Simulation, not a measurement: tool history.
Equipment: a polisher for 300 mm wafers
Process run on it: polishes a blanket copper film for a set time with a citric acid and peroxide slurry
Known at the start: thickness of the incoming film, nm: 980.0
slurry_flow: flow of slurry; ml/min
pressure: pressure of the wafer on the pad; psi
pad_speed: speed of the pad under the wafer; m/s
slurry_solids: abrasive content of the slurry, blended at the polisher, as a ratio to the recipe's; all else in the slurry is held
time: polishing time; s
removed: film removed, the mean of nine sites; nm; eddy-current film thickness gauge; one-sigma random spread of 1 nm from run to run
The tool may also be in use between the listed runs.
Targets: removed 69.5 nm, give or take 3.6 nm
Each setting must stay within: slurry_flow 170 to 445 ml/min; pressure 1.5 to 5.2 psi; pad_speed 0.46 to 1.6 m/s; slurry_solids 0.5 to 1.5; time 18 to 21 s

Run 1, hour 0: slurry_flow 285 ml/min, pressure 3.3 psi, pad_speed 1.02 m/s, slurry_solids 1, time 21 s. Result: removed 43.507 nm.
Run 2, hour 4.8: slurry_flow 285 ml/min, pressure 3.3 psi, pad_speed 1.02 m/s, slurry_solids 1, time 18 s. Result: removed 37.809 nm.
Run 3, hour 8.8: slurry_flow 285 ml/min, pressure 3.7 psi, pad_speed 1.02 m/s, slurry_solids 1, time 18 s. Result: removed 42.406 nm.
Run 4, hour 15.3: slurry_flow 285 ml/min, pressure 3.7 psi, pad_speed 1.02 m/s, slurry_solids 0.9, time 18 s. Result: removed 41.424 nm.
Run 5, hour 19.2: slurry_flow 285 ml/min, pressure 3.7 psi, pad_speed 0.8 m/s, slurry_solids 0.9, time 18 s. Result: removed 32.029 nm.
Run 6, hour 22: slurry_flow 285 ml/min, pressure 3.7 psi, pad_speed 0.94 m/s, slurry_solids 0.9, time 18 s. Result: removed 37.996 nm.
Run 7, hour 30.7: slurry_flow 285 ml/min, pressure 3.9 psi, pad_speed 0.96 m/s, slurry_solids 0.9, time 18 s. Result: removed 40.615 nm.
Run 8, hour 37.1: slurry_flow 285 ml/min, pressure 4.1 psi, pad_speed 0.98 m/s, slurry_solids 0.9, time 18 s. Result: removed 42.389 nm.
Run 9, hour 44.5: slurry_flow 285 ml/min, pressure 4.2 psi, pad_speed 1.02 m/s, slurry_solids 0.9, time 18 s. Result: removed 45.569 nm.
Run 10, hour 49.6: slurry_flow 285 ml/min, pressure 4.3 psi, pad_speed 1.04 m/s, slurry_solids 0.9, time 18 s. Result: removed 47.127 nm.

Next run, 4 choices. One meets every target within its allowed miss, the rest don't. Which?
Run A, hour 54.7: slurry_flow 250 ml/min, pressure 4.4 psi, pad_speed 0.62 m/s, slurry_solids 1.1, time 18 s. Result: removed ?.
Run B, hour 54.7: slurry_flow 380 ml/min, pressure 4.4 psi, pad_speed 0.74 m/s, slurry_solids 0.65, time 18 s. Result: removed ?.
Run C, hour 54.7: slurry_flow 275 ml/min, pressure 4.9 psi, pad_speed 1.26 m/s, slurry_solids 0.85, time 20 s. Result: removed ?.
Run D, hour 54.7: slurry_flow 285 ml/min, pressure 3.3 psi, pad_speed 1.04 m/s, slurry_solids 0.8, time 19 s. Result: removed ?.

move  removed
   A   30.813
   B   31.725
   C   70.448
   D   37.077
A: misses by more than the last run did
B: misses by more than the last run did
C: each result inside its tolerance
D: misses by more than the last run did
The right move is C.

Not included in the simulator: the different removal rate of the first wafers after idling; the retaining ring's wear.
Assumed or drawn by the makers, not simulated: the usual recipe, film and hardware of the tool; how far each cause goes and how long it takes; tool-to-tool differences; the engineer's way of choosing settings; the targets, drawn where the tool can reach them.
